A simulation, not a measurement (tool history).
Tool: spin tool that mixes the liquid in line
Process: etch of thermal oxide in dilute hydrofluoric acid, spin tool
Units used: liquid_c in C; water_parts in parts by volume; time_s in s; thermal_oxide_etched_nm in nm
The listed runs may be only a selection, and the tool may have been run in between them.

Run 1, hour 0: liquid_c 21 C, water_parts 180 parts by volume, time_s 260 s. Result: thermal_oxide_etched_nm 5.9822 nm.
Run 2, hour 7.8: liquid_c 21 C, water_parts 150 parts by volume, time_s 260 s. Result: thermal_oxide_etched_nm 7.3509 nm.
Run 3, hour 12.5: liquid_c 19.5 C, water_parts 185 parts by volume, time_s 260 s. Result: thermal_oxide_etched_nm 5.4103 nm.
Run 4, hour 19.7: liquid_c 18.5 C, water_parts 205 parts by volume, time_s 260 s. Result: thermal_oxide_etched_nm 4.6597 nm.
At hour 26: thermometer replaced.
Run 5, hour 26: liquid_c 18.5 C, water_parts 165 parts by volume, time_s 260 s. Result: thermal_oxide_etched_nm 5.5412 nm.
Run 6, hour 34.8: liquid_c 17 C, water_parts 165 parts by volume, time_s 260 s. Result: thermal_oxide_etched_nm 5.2228 nm.
Run 7, hour 38.8: liquid_c 17 C, water_parts 195 parts by volume, time_s 260 s. Result: thermal_oxide_etched_nm 4.2695 nm.

Run 8 comes next. What will it give?
Run 8, hour 43.4: liquid_c 17 C, water_parts 210 parts by volume, time_s 260 s. Result: thermal_oxide_etched_nm ?.

{"run 8": {"thermal_oxide_etched_nm": 3.9378}}
